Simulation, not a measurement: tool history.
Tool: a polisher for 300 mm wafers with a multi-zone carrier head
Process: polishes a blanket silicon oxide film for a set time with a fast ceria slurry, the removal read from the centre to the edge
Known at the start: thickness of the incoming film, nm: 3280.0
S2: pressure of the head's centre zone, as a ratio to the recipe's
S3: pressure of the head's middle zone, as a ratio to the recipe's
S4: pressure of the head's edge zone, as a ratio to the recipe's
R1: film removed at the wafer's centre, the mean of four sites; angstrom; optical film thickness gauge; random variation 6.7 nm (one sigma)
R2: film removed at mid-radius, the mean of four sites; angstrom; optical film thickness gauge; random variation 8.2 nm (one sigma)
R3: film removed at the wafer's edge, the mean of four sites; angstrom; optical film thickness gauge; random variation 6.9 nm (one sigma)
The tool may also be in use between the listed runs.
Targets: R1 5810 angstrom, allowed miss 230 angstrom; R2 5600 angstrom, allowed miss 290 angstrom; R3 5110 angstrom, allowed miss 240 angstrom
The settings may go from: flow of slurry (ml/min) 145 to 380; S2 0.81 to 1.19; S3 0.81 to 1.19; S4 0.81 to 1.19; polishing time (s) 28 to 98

{"run": 1, "hour": 0.0, "flow of slurry (ml/min)": 245, "S2": 1, "S3": 1, "S4": 1, "polishing time (s)": 63, "R1": 7590.4, "R2": 7220.5, "R3": 7599.5}
{"run": 2, "hour": 3.5, "flow of slurry (ml/min)": 245, "S2": 1.01, "S3": 1.01, "S4": 0.98, "polishing time (s)": 59, "R1": 7132.2, "R2": 6706.1, "R3": 6839}
{"run": 3, "hour": 11.5, "flow of slurry (ml/min)": 220, "S2": 1.01, "S3": 1.01, "S4": 0.98, "polishing time (s)": 59, "R1": 6949.2, "R2": 6726.2, "R3": 6710.3}
{"run": 4, "hour": 14.1, "flow of slurry (ml/min)": 220, "S2": 1.01, "S3": 1.01, "S4": 1.04, "polishing time (s)": 59, "R1": 7003.4, "R2": 6770.2, "R3": 6990.3}
{"run": 5, "hour": 19.0, "flow of slurry (ml/min)": 220, "S2": 1.01, "S3": 1.01, "S4": 1.08, "polishing time (s)": 59, "R1": 6937.6, "R2": 6738.2, "R3": 7008.9}
{"run": 6, "hour": 27.1, "flow of slurry (ml/min)": 220, "S2": 1.01, "S3": 0.94, "S4": 1.08, "polishing time (s)": 59, "R1": 6923.5, "R2": 6313.1, "R3": 7230.1}
{"run": 7, "hour": 31.0, "flow of slurry (ml/min)": 225, "S2": 1.06, "S3": 1.04, "S4": 0.98, "polishing time (s)": 42, "R1": 5309.2, "R2": 4915.3, "R3": 4946.2}
{"run": 8, "hour": 35.6, "flow of slurry (ml/min)": 230, "S2": 1.07, "S3": 1.06, "S4": 0.98, "polishing time (s)": 42, "R1": 5338.5, "R2": 5156.5, "R3": 4865}
{"run": 9, "hour": 43.8, "flow of slurry (ml/min)": 235, "S2": 1.08, "S3": 1.06, "S4": 0.99, "polishing time (s)": 42, "R1": 5382.2, "R2": 4989.7, "R3": 4961.7}
{"run": 10, "hour": 46.4, "flow of slurry (ml/min)": 235, "S2": 1.09, "S3": 1.07, "S4": 0.99, "polishing time (s)": 43, "R1": 5605.5, "R2": 5099.1, "R3": 5069.2}
{"run": 11, "hour": 47.8, "flow of slurry (ml/min)": 235, "S2": 1.09, "S3": 1.08, "S4": 0.99, "polishing time (s)": 43, "R1": 5560.9, "R2": 5280.3, "R3": 4957.3}

Which of these 5 next moves meets every target?
{"run": "A", "hour": 49.2, "flow of slurry (ml/min)": 250, "S2": 1.06, "S3": 0.96, "S4": 1.06, "polishing time (s)": 45, "R1": "?", "R2": "?", "R3": "?"}
{"run": "B", "hour": 49.2, "flow of slurry (ml/min)": 245, "S2": 1.19, "S3": 1.15, "S4": 1.01, "polishing time (s)": 44, "R1": "?", "R2": "?", "R3": "?"}
{"run": "C", "hour": 49.2, "flow of slurry (ml/min)": 190, "S2": 1.03, "S3": 1.17, "S4": 1.07, "polishing time (s)": 42, "R1": "?", "R2": "?", "R3": "?"}
{"run": "D", "hour": 49.2, "flow of slurry (ml/min)": 145, "S2": 1.13, "S3": 1.14, "S4": 1, "polishing time (s)": 46, "R1": "?", "R2": "?", "R3": "?"}
{"run": "E", "hour": 49.2, "flow of slurry (ml/min)": 255, "S2": 1.08, "S3": 1, "S4": 1, "polishing time (s)": 42, "R1": "?", "R2": "?", "R3": "?"}

move=A R1=5741.3 R2=4843 R3=5508.9
move=B R1=6301.4 R2=5507.1 R3=5238.9
move=C R1=5043.7 R2=5194.2 R3=5038.6
move=D R1=5833.4 R2=5372.9 R3=5208
move=E R1=5473.7 R2=4687.1 R3=5001.6
A: further off than the last run
B: brings the result that was furthest off to its target, and leaves another outside
C: further off than the last run
D: meets every target
E: further off than the last run
Answer: D

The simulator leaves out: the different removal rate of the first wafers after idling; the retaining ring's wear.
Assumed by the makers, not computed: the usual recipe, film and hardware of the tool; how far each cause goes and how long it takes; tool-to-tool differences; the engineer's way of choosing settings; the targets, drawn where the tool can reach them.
